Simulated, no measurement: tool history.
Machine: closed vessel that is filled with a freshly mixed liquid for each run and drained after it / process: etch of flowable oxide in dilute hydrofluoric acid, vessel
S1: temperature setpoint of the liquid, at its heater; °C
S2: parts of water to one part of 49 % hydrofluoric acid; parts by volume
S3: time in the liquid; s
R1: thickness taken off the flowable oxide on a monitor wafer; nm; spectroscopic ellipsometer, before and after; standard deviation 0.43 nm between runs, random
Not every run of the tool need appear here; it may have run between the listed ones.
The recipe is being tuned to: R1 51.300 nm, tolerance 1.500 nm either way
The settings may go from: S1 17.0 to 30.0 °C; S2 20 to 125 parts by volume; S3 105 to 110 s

run	day	S1	S2	S3	R1
1	0.000	22.0	70	105	84.120
2	0.088	22.0	45	105	135.370
3	0.154	21.0	55	105	103.540
4	0.233	20.0	60	105	90.585
5	0.538	19.5	65	105	81.463
6	0.750	19.0	70	105	73.371
7	1.029	18.5	75	105	66.407
8	1.112	18.0	80	105	60.014
9	1.375	17.5	85	105	56.211

Below are 4 possible settings for the next run. Only one of them brings all results inside the allowed miss of their targets. Which is it?
A	1.638	17.0	95	110	?
B	1.638	19.0	80	105	?
C	1.638	17.0	80	110	?
D	1.638	18.0	80	110	?

move	R1
A	50.544
B	63.354
C	60.983
D	63.631
A: each result inside its tolerance
B: further off than the last run
C: further off than the last run
D: further off than the last run
The move that meets every target is A.

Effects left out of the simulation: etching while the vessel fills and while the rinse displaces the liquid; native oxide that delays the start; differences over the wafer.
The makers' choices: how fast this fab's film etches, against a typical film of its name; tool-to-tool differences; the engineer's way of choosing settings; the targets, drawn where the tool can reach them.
